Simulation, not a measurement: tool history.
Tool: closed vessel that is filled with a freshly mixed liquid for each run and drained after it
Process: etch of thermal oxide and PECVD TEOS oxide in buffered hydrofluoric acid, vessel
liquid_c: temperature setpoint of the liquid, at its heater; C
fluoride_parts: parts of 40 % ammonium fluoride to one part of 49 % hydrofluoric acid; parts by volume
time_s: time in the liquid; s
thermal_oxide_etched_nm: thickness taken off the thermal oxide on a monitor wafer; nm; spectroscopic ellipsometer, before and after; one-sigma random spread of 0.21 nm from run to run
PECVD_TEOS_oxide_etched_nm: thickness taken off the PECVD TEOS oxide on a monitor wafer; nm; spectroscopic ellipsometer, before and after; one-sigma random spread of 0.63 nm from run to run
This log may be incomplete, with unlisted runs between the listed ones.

run 1 hour=0 | liquid_c=22 fluoride_parts=21 time_s=60 | thermal_oxide_etched_nm=31.954 PECVD_TEOS_oxide_etched_nm=76.164
run 2 hour=2.6 | liquid_c=23 fluoride_parts=20.5 time_s=60 | thermal_oxide_etched_nm=33.997 PECVD_TEOS_oxide_etched_nm=81.974
run 3 hour=6 | liquid_c=21.5 fluoride_parts=20.5 time_s=60 | thermal_oxide_etched_nm=31.499 PECVD_TEOS_oxide_etched_nm=74.534
run 4 hour=14.2 | liquid_c=22.5 fluoride_parts=20 time_s=60 | thermal_oxide_etched_nm=33.834 PECVD_TEOS_oxide_etched_nm=80.097
run 5 hour=20.3 | liquid_c=22.5 fluoride_parts=25.5 time_s=60 | thermal_oxide_etched_nm=28.566 PECVD_TEOS_oxide_etched_nm=68.325
run 6 hour=22.6 | liquid_c=22.5 fluoride_parts=25.5 time_s=75 | thermal_oxide_etched_nm=36.072 PECVD_TEOS_oxide_etched_nm=85.192
run 7 hour=30.6 | liquid_c=23.5 fluoride_parts=25.5 time_s=75 | thermal_oxide_etched_nm=38.062 PECVD_TEOS_oxide_etched_nm=89.857
run 8 hour=36.2 | liquid_c=24.5 fluoride_parts=25.5 time_s=75 | thermal_oxide_etched_nm=40.301 PECVD_TEOS_oxide_etched_nm=95.372

Estimate the outcome of run 9 from the log above:
run 9 hour=40.2 | liquid_c=25 fluoride_parts=25.5 time_s=75 | thermal_oxide_etched_nm=? PECVD_TEOS_oxide_etched_nm=?

thermal_oxide_etched_nm: 41.204 nm
PECVD_TEOS_oxide_etched_nm: 98.308 nm

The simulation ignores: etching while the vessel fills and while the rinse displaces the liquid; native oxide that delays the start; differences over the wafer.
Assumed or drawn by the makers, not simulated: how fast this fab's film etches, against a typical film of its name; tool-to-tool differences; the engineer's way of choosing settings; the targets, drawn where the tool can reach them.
